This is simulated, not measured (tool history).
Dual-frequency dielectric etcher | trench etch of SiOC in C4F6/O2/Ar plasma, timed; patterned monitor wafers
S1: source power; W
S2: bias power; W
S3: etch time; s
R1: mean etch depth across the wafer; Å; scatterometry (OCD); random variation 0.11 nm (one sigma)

run  hour   S1   S2    S3      R1
  1     0  430  226  14.5  337.59
  2   7.4  390  223  14.5  326.06
  3   8.7  440  223  14.5  337.94
  4  12.9  390  223  14.5  323.88
  5  16.6  390  194  14.5  309.68
  6  22.7  370  193  14.5  302.28
  7  28.5  360  192  14.5  299.94

For run 8, what comes out?
  8  30.6  350  191  14.5   ?

R1: 297.06 Å
